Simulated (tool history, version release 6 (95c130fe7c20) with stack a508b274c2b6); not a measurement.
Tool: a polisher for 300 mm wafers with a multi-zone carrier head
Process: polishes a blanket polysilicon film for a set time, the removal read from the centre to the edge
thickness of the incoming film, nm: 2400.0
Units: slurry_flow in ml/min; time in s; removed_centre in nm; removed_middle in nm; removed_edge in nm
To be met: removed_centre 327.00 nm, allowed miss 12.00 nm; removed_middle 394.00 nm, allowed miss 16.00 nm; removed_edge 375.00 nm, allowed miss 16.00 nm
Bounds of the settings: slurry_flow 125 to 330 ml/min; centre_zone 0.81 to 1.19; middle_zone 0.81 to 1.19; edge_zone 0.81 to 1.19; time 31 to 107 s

run	hour	slurry_flow	centre_zone	middle_zone	edge_zone	time	removed_centre	removed_middle	removed_edge
1	0.0	210	1.00	1.00	1.00	69	487.24	487.89	507.26
2	6.8	210	1.00	1.05	1.00	69	497.44	502.49	501.64
3	13.0	205	0.97	1.05	0.98	66	456.00	495.86	477.12
4	18.1	205	0.97	1.05	0.91	66	453.75	476.17	454.85
5	25.7	225	0.97	1.05	0.91	66	470.45	492.48	452.68
6	32.7	220	0.94	1.04	0.90	64	435.81	474.98	445.68
7	35.1	215	0.92	1.03	0.89	62	400.46	447.75	419.13
8	42.8	205	0.91	1.02	0.88	61	397.43	435.27	418.31
9	46.7	205	0.89	1.02	0.87	60	373.28	433.96	411.76
10	50.4	200	0.88	1.02	0.86	59	360.82	417.29	400.67
11	58.2	195	0.87	1.02	0.85	59	360.18	422.58	402.93

4 next moves are on the table. One of them brings every result within its allowed miss. Which?
A	66.0	125	0.89	0.81	0.93	70	?	?	?
B	66.0	185	0.88	0.93	0.85	65	?	?	?
C	66.0	195	0.84	1.02	0.87	55	?	?	?
D	66.0	135	1.01	0.84	0.91	66	?	?	?

move	removed_centre	removed_middle	removed_edge
A	388.16	373.39	459.20
B	394.05	422.90	435.19
C	321.54	389.37	374.13
D	425.85	369.73	434.76
A: further off than the last run
B: further off than the last run
C: meets every target
D: further off than the last run
The right move is C.
